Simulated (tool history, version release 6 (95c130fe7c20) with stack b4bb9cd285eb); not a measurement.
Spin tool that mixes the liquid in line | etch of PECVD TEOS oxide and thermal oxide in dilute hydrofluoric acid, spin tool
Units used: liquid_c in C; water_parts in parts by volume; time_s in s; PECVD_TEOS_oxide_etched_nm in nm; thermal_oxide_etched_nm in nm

run  hour  liquid_c  water_parts  time_s  PECVD_TEOS_oxide_etched_nm  thermal_oxide_etched_nm
  1     0        24           65      90                      26.666                   7.1425
  2   4.6        27           65      90                      30.229                   8.0569
  3  10.3      25.5           70      90                      26.202                   6.9937
  4  10.8        24           75      90                      22.936                   6.1218
  5  13.3        24           65      90                      26.827                   7.1198
  6    19        24           75      90                      22.878                   6.0746
  7    20        23           80      90                      20.443                   5.4303
  8  22.7        22           85      90                      18.805                   4.9003
  9  27.7      21.5           90      90                      16.943                   4.5305
 10  31.5        21           95      90                      15.684                   4.1676

Run 11, settings as shown, results not yet in. Your forecast:
 11  36.5      20.5          100      90                           ?                        ?

Run 11 yielded PECVD_TEOS_oxide_etched_nm 14.573 nm, thermal_oxide_etched_nm 3.8319 nm.

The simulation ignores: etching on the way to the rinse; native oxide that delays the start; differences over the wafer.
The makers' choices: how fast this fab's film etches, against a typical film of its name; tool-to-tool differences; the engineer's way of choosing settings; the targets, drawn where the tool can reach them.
